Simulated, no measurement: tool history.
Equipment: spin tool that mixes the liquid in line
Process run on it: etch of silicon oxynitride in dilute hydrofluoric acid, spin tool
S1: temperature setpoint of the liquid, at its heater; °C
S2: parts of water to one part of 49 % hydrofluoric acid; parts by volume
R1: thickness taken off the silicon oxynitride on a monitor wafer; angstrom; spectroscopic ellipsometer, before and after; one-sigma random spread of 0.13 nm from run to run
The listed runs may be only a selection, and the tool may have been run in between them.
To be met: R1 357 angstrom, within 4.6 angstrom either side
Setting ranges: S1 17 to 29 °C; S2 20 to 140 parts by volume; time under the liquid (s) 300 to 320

{"run": 1, "hour": 0.0, "S1": 21, "S2": 75, "time under the liquid (s)": 300, "R1": 155.62}
{"run": 2, "hour": 8.1, "S1": 22.5, "S2": 70, "time under the liquid (s)": 300, "R1": 180.79}
{"run": 3, "hour": 9.6, "S1": 22.5, "S2": 85, "time under the liquid (s)": 300, "R1": 147.7}
{"run": 4, "hour": 17.8, "S1": 23.5, "S2": 80, "time under the liquid (s)": 300, "R1": 164.81}
{"run": 5, "hour": 19.1, "S1": 23.5, "S2": 65, "time under the liquid (s)": 300, "R1": 204.99}
{"run": 6, "hour": 21.6, "S1": 22, "S2": 65, "time under the liquid (s)": 300, "R1": 190.93}
{"run": 7, "hour": 22.2, "S1": 23, "S2": 60, "time under the liquid (s)": 300, "R1": 216.99}
{"run": 8, "hour": 24.0, "S1": 24, "S2": 60, "time under the liquid (s)": 300, "R1": 229.36}
{"run": 9, "hour": 31.1, "S1": 25, "S2": 60, "time under the liquid (s)": 300, "R1": 240.27}
{"run": 10, "hour": 40.2, "S1": 25.5, "S2": 60, "time under the liquid (s)": 300, "R1": 247.04}
{"run": 11, "hour": 43.0, "S1": 26, "S2": 60, "time under the liquid (s)": 300, "R1": 250.85}
{"run": 12, "hour": 45.4, "S1": 29, "S2": 40, "time under the liquid (s)": 300, "R1": 445.02}
{"run": 13, "hour": 47.1, "S1": 28.5, "S2": 40, "time under the liquid (s)": 300, "R1": 432.04}
{"run": 14, "hour": 55.1, "S1": 28, "S2": 40, "time under the liquid (s)": 300, "R1": 423.91}
{"run": 15, "hour": 60.3, "S1": 27.5, "S2": 40, "time under the liquid (s)": 300, "R1": 414.97}

Of the 4 settings listed for the next run, only one would bring every result within its allowed miss of target. Which one?
{"run": "A", "hour": 65.5, "S1": 28.5, "S2": 50, "time under the liquid (s)": 320, "R1": "?"}
{"run": "B", "hour": 65.5, "S1": 21, "S2": 35, "time under the liquid (s)": 310, "R1": "?"}
{"run": "C", "hour": 65.5, "S1": 28.5, "S2": 50, "time under the liquid (s)": 300, "R1": "?"}
{"run": "D", "hour": 65.5, "S1": 26.5, "S2": 45, "time under the liquid (s)": 300, "R1": "?"}

move=A R1=365.56
move=B R1=355.2
move=C R1=342.71
move=D R1=347.84
A: better than the last run, though not everything is in spec
B: all results land within tolerance of their targets
C: takes the result that was furthest off past its target
D: takes the result that was furthest off past its target
Move B is the one to make.
